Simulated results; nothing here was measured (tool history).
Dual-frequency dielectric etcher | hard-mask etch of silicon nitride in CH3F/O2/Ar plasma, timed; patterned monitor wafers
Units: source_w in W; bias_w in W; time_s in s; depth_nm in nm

{"run": 1, "hour": 0.0, "source_w": 470, "bias_w": 74, "time_s": 121.5, "depth_nm": 89.821}
{"run": 2, "hour": 8.0, "source_w": 520, "bias_w": 76, "time_s": 121.5, "depth_nm": 92.754}
{"run": 3, "hour": 14.9, "source_w": 520, "bias_w": 65, "time_s": 121.5, "depth_nm": 90.529}
{"run": 4, "hour": 21.4, "source_w": 470, "bias_w": 65, "time_s": 121.5, "depth_nm": 87.054}
{"run": 5, "hour": 22.1, "source_w": 530, "bias_w": 70, "time_s": 121.5, "depth_nm": 92.718}
{"run": 6, "hour": 27.2, "source_w": 470, "bias_w": 70, "time_s": 121.5, "depth_nm": 88.78}
{"run": 7, "hour": 32.0, "source_w": 530, "bias_w": 75, "time_s": 121.5, "depth_nm": 93.426}
{"run": 8, "hour": 33.4, "source_w": 570, "bias_w": 78, "time_s": 121.5, "depth_nm": 97.071}

Forecast run 9:
{"run": 9, "hour": 35.7, "source_w": 600, "bias_w": 80, "time_s": 121.5, "depth_nm": "?"}

Run 9 gave depth_nm 99.416 nm.
